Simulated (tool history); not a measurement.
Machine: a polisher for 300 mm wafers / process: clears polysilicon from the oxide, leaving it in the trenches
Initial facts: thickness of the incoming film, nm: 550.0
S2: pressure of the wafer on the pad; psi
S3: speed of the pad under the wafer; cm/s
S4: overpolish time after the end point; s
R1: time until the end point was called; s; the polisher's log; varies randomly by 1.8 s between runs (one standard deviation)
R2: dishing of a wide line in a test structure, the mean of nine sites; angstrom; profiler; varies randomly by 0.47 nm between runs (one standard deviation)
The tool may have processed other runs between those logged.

Run 1, hour 0.0: flow of slurry (ml/min) 125, S2 1.7 psi, S3 126 cm/s, S4 10 s. Result: R1 52.873 s, R2 454.20 angstrom.
Run 2, hour 3.6: flow of slurry (ml/min) 125, S2 1.5 psi, S3 122 cm/s, S4 9 s. Result: R1 62.007 s, R2 408.96 angstrom.
Run 3, hour 7.7: flow of slurry (ml/min) 100, S2 1.5 psi, S3 122 cm/s, S4 9 s. Result: R1 65.732 s, R2 395.30 angstrom.
Run 4, hour 12.0: flow of slurry (ml/min) 100, S2 1.2 psi, S3 122 cm/s, S4 9 s. Result: R1 84.272 s, R2 361.34 angstrom.
Run 5, hour 17.2: flow of slurry (ml/min) 100, S2 1.2 psi, S3 122 cm/s, S4 8 s. Result: R1 83.863 s, R2 336.74 angstrom.
Run 6, hour 19.1: flow of slurry (ml/min) 100, S2 1.2 psi, S3 138 cm/s, S4 8 s. Result: R1 72.990 s, R2 356.42 angstrom.
Run 7, hour 21.8: flow of slurry (ml/min) 100, S2 0.8 psi, S3 124 cm/s, S4 3 s. Result: R1 117.930 s, R2 128.10 angstrom.
Run 8, hour 24.6: flow of slurry (ml/min) 95, S2 0.9 psi, S3 122 cm/s, S4 4 s. Result: R1 109.160 s, R2 177.01 angstrom.

What will run 9 give?
Run 9, hour 28.9: flow of slurry (ml/min) 90, S2 1.0 psi, S3 120 cm/s, S4 4 s. Result: R1 ?, R2 ?.

{"run 9": {"R1": 101.48, "R2": 192.39}}

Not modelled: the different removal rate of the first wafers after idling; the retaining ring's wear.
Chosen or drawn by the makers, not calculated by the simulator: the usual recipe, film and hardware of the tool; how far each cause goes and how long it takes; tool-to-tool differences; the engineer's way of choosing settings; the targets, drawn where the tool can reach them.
